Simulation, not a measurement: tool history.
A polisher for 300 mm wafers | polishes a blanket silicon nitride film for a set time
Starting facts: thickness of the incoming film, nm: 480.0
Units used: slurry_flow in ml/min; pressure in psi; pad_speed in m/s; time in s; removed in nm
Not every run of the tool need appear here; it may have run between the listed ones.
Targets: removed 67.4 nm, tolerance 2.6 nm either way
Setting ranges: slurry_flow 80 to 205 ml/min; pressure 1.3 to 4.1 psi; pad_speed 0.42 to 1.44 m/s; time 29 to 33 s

| run | hour | slurry_flow | pressure | pad_speed | time | removed |
|---|---|---|---|---|---|---|
| 1 | 0 | 135 | 2.7 | 0.92 | 33 | 45.493 |
| 2 | 2.5 | 115 | 2.7 | 0.92 | 33 | 43.141 |
| 3 | 8 | 125 | 2.9 | 0.92 | 33 | 46.693 |
| 4 | 13.5 | 150 | 2.9 | 0.92 | 33 | 49.18 |
| 5 | 21 | 155 | 3.1 | 0.92 | 33 | 51.073 |
| 6 | 27.1 | 155 | 3.3 | 0.92 | 33 | 55.406 |
| 7 | 34 | 155 | 3.4 | 0.92 | 33 | 57.449 |
| 8 | 41.4 | 155 | 3.5 | 0.92 | 33 | 58.789 |
| 9 | 44.2 | 155 | 3.6 | 0.92 | 33 | 60.738 |
| 10 | 46.4 | 155 | 3.7 | 0.92 | 33 | 61.511 |
| 11 | 54.2 | 155 | 3.7 | 0.92 | 33 | 62.332 |

5 next moves are on the table. One of them brings every result within its allowed miss. Which?
| A | 62 | 135 | 3.7 | 0.94 | 31 | ? |
| B | 62 | 185 | 3.6 | 1.04 | 32 | ? |
| C | 62 | 190 | 3.6 | 0.92 | 29 | ? |
| D | 62 | 160 | 3.7 | 0.96 | 32 | ? |
| E | 62 | 160 | 2.9 | 1.22 | 32 | ? |

| move | removed |
|---|---|
| A | 58.035 |
| B | 66.878 |
| C | 55.162 |
| D | 62.938 |
| E | 60.12 |
A: lands further from the targets than the last run did
B: hits every target within its allowed miss
C: lands further from the targets than the last run did
D: moves toward the targets from the last run without getting all of them in spec
E: lands further from the targets than the last run did
The move that meets every target is B.
